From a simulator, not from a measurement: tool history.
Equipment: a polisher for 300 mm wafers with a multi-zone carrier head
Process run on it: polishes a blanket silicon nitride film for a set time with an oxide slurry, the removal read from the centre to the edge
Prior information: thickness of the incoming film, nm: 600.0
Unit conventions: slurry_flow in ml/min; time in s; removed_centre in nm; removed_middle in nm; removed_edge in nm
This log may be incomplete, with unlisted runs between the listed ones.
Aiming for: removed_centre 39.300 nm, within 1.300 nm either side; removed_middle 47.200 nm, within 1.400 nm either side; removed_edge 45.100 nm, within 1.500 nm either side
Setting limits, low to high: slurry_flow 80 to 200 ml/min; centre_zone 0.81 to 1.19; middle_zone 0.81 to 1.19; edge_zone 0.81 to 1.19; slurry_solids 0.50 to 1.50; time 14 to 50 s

Run 1, day 0.000: slurry_flow 130 ml/min, centre_zone 1.00, middle_zone 1.00, edge_zone 1.00, slurry_solids 1.00, time 32 s. Result: removed_centre 29.016 nm, removed_middle 30.019 nm, removed_edge 29.364 nm.
Run 2, day 0.225: slurry_flow 130 ml/min, centre_zone 1.00, middle_zone 1.00, edge_zone 1.09, slurry_solids 1.00, time 32 s. Result: removed_centre 28.489 nm, removed_middle 29.433 nm, removed_edge 29.913 nm.
Run 3, day 0.442: slurry_flow 130 ml/min, centre_zone 1.00, middle_zone 1.00, edge_zone 1.09, slurry_solids 1.00, time 36 s. Result: removed_centre 32.118 nm, removed_middle 33.521 nm, removed_edge 34.491 nm.
Run 4, day 0.471: slurry_flow 130 ml/min, centre_zone 1.00, middle_zone 1.07, edge_zone 1.09, slurry_solids 1.00, time 36 s. Result: removed_centre 31.904 nm, removed_middle 35.334 nm, removed_edge 33.878 nm.
Run 5, day 0.779: slurry_flow 130 ml/min, centre_zone 1.00, middle_zone 1.07, edge_zone 1.14, slurry_solids 1.00, time 36 s. Result: removed_centre 32.355 nm, removed_middle 35.315 nm, removed_edge 34.660 nm.
Run 6, day 0.858: slurry_flow 130 ml/min, centre_zone 0.97, middle_zone 1.07, edge_zone 1.14, slurry_solids 1.00, time 36 s. Result: removed_centre 31.513 nm, removed_middle 34.945 nm, removed_edge 34.845 nm.
Run 7, day 0.888: slurry_flow 140 ml/min, centre_zone 0.95, middle_zone 1.09, edge_zone 1.15, slurry_solids 1.15, time 36 s. Result: removed_centre 33.167 nm, removed_middle 38.951 nm, removed_edge 37.373 nm.
Run 8, day 1.229: slurry_flow 150 ml/min, centre_zone 0.94, middle_zone 1.09, edge_zone 1.16, slurry_solids 1.25, time 36 s. Result: removed_centre 34.697 nm, removed_middle 40.868 nm, removed_edge 39.802 nm.

Of the 4 settings listed for the next run, only one would bring every result within its allowed miss of target. Which one?
Run A, day 1.571: slurry_flow 110 ml/min, centre_zone 0.88, middle_zone 0.81, edge_zone 1.19, slurry_solids 1.00, time 49 s. Result: removed_centre ?, removed_middle ?, removed_edge ?.
Run B, day 1.571: slurry_flow 100 ml/min, centre_zone 0.85, middle_zone 1.12, edge_zone 1.07, slurry_solids 1.40, time 46 s. Result: removed_centre ?, removed_middle ?, removed_edge ?.
Run C, day 1.571: slurry_flow 125 ml/min, centre_zone 0.92, middle_zone 1.11, edge_zone 1.08, slurry_solids 1.35, time 31 s. Result: removed_centre ?, removed_middle ?, removed_edge ?.
Run D, day 1.571: slurry_flow 160 ml/min, centre_zone 0.95, middle_zone 1.13, edge_zone 1.19, slurry_solids 1.30, time 39 s. Result: removed_centre ?, removed_middle ?, removed_edge ?.

move  removed_centre  removed_middle  removed_edge
   A          36.792          36.122        48.347
   B          37.294          49.869        48.422
   C          28.854          35.006        33.756
   D          39.249          46.456        45.663
A: its largest miss is bigger than the last run's
B: takes the biggest miss from the last run beyond its target
C: its largest miss is bigger than the last run's
D: hits every target within its allowed miss
The move that meets every target is D.
